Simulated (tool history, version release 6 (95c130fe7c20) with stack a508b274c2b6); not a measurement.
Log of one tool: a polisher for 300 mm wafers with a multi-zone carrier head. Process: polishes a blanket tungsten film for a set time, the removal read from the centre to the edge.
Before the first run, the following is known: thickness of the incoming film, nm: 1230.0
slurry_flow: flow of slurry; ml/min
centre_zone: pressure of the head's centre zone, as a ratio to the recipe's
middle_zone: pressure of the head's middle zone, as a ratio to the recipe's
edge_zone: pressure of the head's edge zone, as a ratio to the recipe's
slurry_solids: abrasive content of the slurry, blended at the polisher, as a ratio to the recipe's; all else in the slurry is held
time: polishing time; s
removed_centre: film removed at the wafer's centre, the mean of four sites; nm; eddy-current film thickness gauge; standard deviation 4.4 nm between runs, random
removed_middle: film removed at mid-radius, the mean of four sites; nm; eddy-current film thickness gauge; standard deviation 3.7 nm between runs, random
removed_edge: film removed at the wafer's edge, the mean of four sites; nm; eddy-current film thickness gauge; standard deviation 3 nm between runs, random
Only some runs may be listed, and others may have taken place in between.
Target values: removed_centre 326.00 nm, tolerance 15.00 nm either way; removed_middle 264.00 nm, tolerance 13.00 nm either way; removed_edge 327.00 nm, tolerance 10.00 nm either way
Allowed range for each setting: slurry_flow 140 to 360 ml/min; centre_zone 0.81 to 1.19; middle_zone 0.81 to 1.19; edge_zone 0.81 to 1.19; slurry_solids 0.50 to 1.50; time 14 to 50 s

run 1 hour=0.0 | slurry_flow=230 centre_zone=1.00 middle_zone=1.00 edge_zone=1.00 slurry_solids=1.00 time=32 | removed_centre=228.74 removed_middle=228.03 removed_edge=232.32
run 2 hour=6.1 | slurry_flow=230 centre_zone=1.00 middle_zone=1.00 edge_zone=1.00 slurry_solids=0.90 time=32 | removed_centre=225.59 removed_middle=220.87 removed_edge=227.44
run 3 hour=11.5 | slurry_flow=230 centre_zone=1.00 middle_zone=1.00 edge_zone=1.00 slurry_solids=1.00 time=32 | removed_centre=228.49 removed_middle=230.38 removed_edge=230.38
run 4 hour=17.6 | slurry_flow=230 centre_zone=0.93 middle_zone=1.00 edge_zone=1.00 slurry_solids=1.00 time=32 | removed_centre=207.85 removed_middle=231.09 removed_edge=228.02
run 5 hour=23.2 | slurry_flow=230 centre_zone=0.93 middle_zone=1.00 edge_zone=1.00 slurry_solids=0.95 time=32 | removed_centre=206.08 removed_middle=221.68 removed_edge=230.89
run 6 hour=25.5 | slurry_flow=235 centre_zone=0.97 middle_zone=0.95 edge_zone=1.04 slurry_solids=1.00 time=35 | removed_centre=240.30 removed_middle=238.82 removed_edge=258.19
run 7 hour=33.7 | slurry_flow=240 centre_zone=1.00 middle_zone=0.91 edge_zone=1.08 slurry_solids=1.10 time=36 | removed_centre=258.81 removed_middle=243.50 removed_edge=275.86
run 8 hour=40.0 | slurry_flow=245 centre_zone=1.03 middle_zone=0.89 edge_zone=1.11 slurry_solids=1.20 time=37 | removed_centre=290.49 removed_middle=255.62 removed_edge=297.22
run 9 hour=46.8 | slurry_flow=250 centre_zone=1.04 middle_zone=0.88 edge_zone=1.13 slurry_solids=1.25 time=37 | removed_centre=294.80 removed_middle=256.94 removed_edge=307.08

Which of these 4 next moves meets every target?
run A hour=53.6 | slurry_flow=145 centre_zone=0.90 middle_zone=0.88 edge_zone=1.16 slurry_solids=1.20 time=43 | removed_centre=? removed_middle=? removed_edge=?
run B hour=53.6 | slurry_flow=270 centre_zone=1.10 middle_zone=0.87 edge_zone=1.19 slurry_solids=1.15 time=39 | removed_centre=? removed_middle=? removed_edge=?
run C hour=53.6 | slurry_flow=265 centre_zone=1.00 middle_zone=0.88 edge_zone=1.14 slurry_solids=1.35 time=35 | removed_centre=? removed_middle=? removed_edge=?
run D hour=53.6 | slurry_flow=230 centre_zone=0.96 middle_zone=0.83 edge_zone=1.19 slurry_solids=1.40 time=38 | removed_centre=? removed_middle=? removed_edge=?

move=A removed_centre=262.04 removed_middle=267.11 removed_edge=329.43
move=B removed_centre=323.74 removed_middle=263.51 removed_edge=323.65
move=C removed_centre=275.30 removed_middle=249.19 removed_edge=296.44
move=D removed_centre=283.87 removed_middle=255.78 removed_edge=328.12
A: the biggest miss grows against the last run
B: every result within its allowed miss
C: the biggest miss grows against the last run
D: the biggest miss grows against the last run
The move that meets every target is B.

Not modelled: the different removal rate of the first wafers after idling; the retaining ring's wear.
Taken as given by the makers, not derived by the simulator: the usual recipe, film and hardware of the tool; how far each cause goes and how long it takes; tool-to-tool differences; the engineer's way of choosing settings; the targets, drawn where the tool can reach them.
